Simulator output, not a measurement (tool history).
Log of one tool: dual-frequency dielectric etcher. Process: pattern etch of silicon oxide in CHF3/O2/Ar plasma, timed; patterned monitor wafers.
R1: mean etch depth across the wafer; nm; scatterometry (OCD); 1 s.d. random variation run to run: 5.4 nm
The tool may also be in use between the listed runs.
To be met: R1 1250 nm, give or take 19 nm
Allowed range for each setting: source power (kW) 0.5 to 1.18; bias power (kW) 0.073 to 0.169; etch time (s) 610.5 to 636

{"run": 1, "hour": 0.0, "source power (kW)": 0.84, "bias power (kW)": 0.121, "etch time (s)": 610.5, "R1": 1092.2}
{"run": 2, "hour": 8.0, "source power (kW)": 0.84, "bias power (kW)": 0.121, "etch time (s)": 636, "R1": 1140.4}
{"run": 3, "hour": 8.7, "source power (kW)": 0.87, "bias power (kW)": 0.122, "etch time (s)": 636, "R1": 1176.5}
{"run": 4, "hour": 15.2, "source power (kW)": 0.87, "bias power (kW)": 0.113, "etch time (s)": 636, "R1": 1146.4}
{"run": 5, "hour": 16.9, "source power (kW)": 0.89, "bias power (kW)": 0.113, "etch time (s)": 636, "R1": 1166.4}
{"run": 6, "hour": 19.3, "source power (kW)": 0.91, "bias power (kW)": 0.113, "etch time (s)": 636, "R1": 1178.7}
{"run": 7, "hour": 28.3, "source power (kW)": 0.92, "bias power (kW)": 0.113, "etch time (s)": 636, "R1": 1184}
{"run": 8, "hour": 29.2, "source power (kW)": 0.92, "bias power (kW)": 0.113, "etch time (s)": 636, "R1": 1194.4}
{"run": 9, "hour": 30.5, "source power (kW)": 0.93, "bias power (kW)": 0.113, "etch time (s)": 636, "R1": 1194.1}

Exactly one of the 5 candidate moves below puts every result within its allowed miss. Which one?
{"run": "A", "hour": 31.8, "source power (kW)": 0.94, "bias power (kW)": 0.122, "etch time (s)": 628.5, "R1": "?"}
{"run": "B", "hour": 31.8, "source power (kW)": 1.08, "bias power (kW)": 0.108, "etch time (s)": 620.5, "R1": "?"}
{"run": "C", "hour": 31.8, "source power (kW)": 0.83, "bias power (kW)": 0.12, "etch time (s)": 636, "R1": "?"}
{"run": "D", "hour": 31.8, "source power (kW)": 0.92, "bias power (kW)": 0.133, "etch time (s)": 613, "R1": "?"}
{"run": "E", "hour": 31.8, "source power (kW)": 0.95, "bias power (kW)": 0.086, "etch time (s)": 621.5, "R1": "?"}

move=A R1=1195.2
move=B R1=1244.7
move=C R1=1125.7
move=D R1=1170.1
move=E R1=1125.2
A: no better and no worse than the last run
B: meets every target
C: its largest miss is bigger than the last run's
D: its largest miss is bigger than the last run's
E: its largest miss is bigger than the last run's
Go with B: it meets all targets.
